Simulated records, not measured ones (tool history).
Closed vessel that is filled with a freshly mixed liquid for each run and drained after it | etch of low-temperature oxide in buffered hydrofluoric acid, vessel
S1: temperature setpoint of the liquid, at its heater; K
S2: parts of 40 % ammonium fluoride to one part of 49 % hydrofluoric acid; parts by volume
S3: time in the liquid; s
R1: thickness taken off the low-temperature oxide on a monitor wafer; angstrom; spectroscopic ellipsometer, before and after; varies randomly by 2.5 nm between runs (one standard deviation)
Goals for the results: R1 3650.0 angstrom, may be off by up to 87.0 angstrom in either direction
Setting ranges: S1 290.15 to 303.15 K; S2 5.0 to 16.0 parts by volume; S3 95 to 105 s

run  hour      S1    S2   S3      R1
  1   0.0  295.15   9.5   95  5452.1
  2   8.9  295.15  10.5   95  4932.9
  3  14.0  295.15   8.0   95  6479.8
  4  15.2  291.65   8.0   95  5288.2
  5  16.0  291.65   9.5   95  4475.1
  6  18.9  291.65   9.5  105  4881.5
  7  19.8  291.15  10.0  105  4545.8
  8  23.5  291.15  10.5  105  4394.9
  9  25.0  290.65  11.0  105  4141.8
 10  32.7  290.15  11.5  105  3851.3

Exactly one of the 4 candidate moves below puts every result within its allowed miss. Which one?
  A  40.4  293.15  12.0  100   ?
  B  40.4  291.15  12.0  105   ?
  C  40.4  293.15  13.0   95   ?
  D  40.4  290.65  10.0   95   ?

move      R1
   A  4157.0
   B  3899.5
   C  3652.1
   D  3960.0
A: its largest miss is bigger than the last run's
B: its largest miss is bigger than the last run's
C: all results land within tolerance of their targets
D: its largest miss is bigger than the last run's
So the answer is move C, the one that meets all the targets.
